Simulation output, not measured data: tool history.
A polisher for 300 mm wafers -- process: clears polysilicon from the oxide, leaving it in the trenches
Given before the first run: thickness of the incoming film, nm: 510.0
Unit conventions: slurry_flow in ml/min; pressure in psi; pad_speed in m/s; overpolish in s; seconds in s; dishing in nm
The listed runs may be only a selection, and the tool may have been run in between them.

Run 1, day 0: slurry_flow 290 ml/min, pressure 3.5 psi, pad_speed 0.76 m/s, overpolish 10 s. Result: seconds 37.452 s, dishing 48.903 nm.
Run 2, day 0.033: slurry_flow 290 ml/min, pressure 3 psi, pad_speed 0.76 m/s, overpolish 10 s. Result: seconds 42.936 s, dishing 45.999 nm.
Run 3, day 0.329: slurry_flow 290 ml/min, pressure 3.5 psi, pad_speed 0.78 m/s, overpolish 9 s. Result: seconds 36.071 s, dishing 47.414 nm.
Run 4, day 0.7: slurry_flow 290 ml/min, pressure 3.9 psi, pad_speed 0.78 m/s, overpolish 9 s. Result: seconds 33.429 s, dishing 51.306 nm.
Run 5, day 0.988: slurry_flow 290 ml/min, pressure 3.9 psi, pad_speed 0.78 m/s, overpolish 7 s. Result: seconds 31.973 s, dishing 45.894 nm.
Run 6, day 1.275: slurry_flow 315 ml/min, pressure 3.9 psi, pad_speed 0.78 m/s, overpolish 7 s. Result: seconds 31.366 s, dishing 46.55 nm.
Run 7, day 1.475: slurry_flow 320 ml/min, pressure 4.2 psi, pad_speed 0.78 m/s, overpolish 7 s. Result: seconds 29.981 s, dishing 47.064 nm.

What does the tool deliver on the next run?
Run 8, day 1.725: slurry_flow 320 ml/min, pressure 4.5 psi, pad_speed 0.8 m/s, overpolish 7 s. Result: seconds ?, dishing ?.

Run 8 produced seconds 27.416 s, dishing 48.549 nm.

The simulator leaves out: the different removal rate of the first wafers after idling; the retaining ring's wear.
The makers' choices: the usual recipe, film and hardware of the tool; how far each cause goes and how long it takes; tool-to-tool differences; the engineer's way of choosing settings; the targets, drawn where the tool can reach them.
